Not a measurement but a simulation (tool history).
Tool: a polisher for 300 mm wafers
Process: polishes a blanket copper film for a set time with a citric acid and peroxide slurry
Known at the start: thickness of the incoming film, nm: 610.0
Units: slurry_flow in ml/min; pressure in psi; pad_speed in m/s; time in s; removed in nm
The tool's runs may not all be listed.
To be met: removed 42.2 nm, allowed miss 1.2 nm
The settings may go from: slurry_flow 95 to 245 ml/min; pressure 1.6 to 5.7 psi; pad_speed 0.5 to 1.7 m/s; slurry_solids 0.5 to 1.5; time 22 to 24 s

run,hour,slurry_flow,pressure,pad_speed,slurry_solids,time,removed
1,0,155,3.6,1.1,1,24,59.773
2,1.7,155,3.5,1.1,1,24,58.89
3,5,155,3.5,1.1,1,24,58.596
4,6.7,155,3.5,1.1,1,24,57.391
5,12.8,155,3.4,1.1,1,24,56.849
6,19.5,115,3.4,1.1,1,24,54.665
7,24.7,115,3.3,1.1,1,24,52.837
8,31.1,115,3.2,1.1,1,24,52.073
9,32.5,115,3.1,1.1,1,24,50.072
10,36.9,105,2.4,1.1,1,24,39.333

Which of these 5 next moves meets every target?
A,41.3,115,2.2,1.18,0.95,24,?
B,41.3,120,2.7,1.04,0.95,24,?
C,41.3,110,2.6,1.18,1,24,?
D,41.3,105,2.5,1.18,1.05,24,?
E,41.3,105,2.6,1.1,0.95,23,?

move,removed
A,38.886
B,41.568
C,45.273
D,43.832
E,39.866
A: further off than the last run
B: meets every target
C: takes the result that was furthest off past its target
D: takes the result that was furthest off past its target
E: nearer than the last run, and not there yet
Answer: B

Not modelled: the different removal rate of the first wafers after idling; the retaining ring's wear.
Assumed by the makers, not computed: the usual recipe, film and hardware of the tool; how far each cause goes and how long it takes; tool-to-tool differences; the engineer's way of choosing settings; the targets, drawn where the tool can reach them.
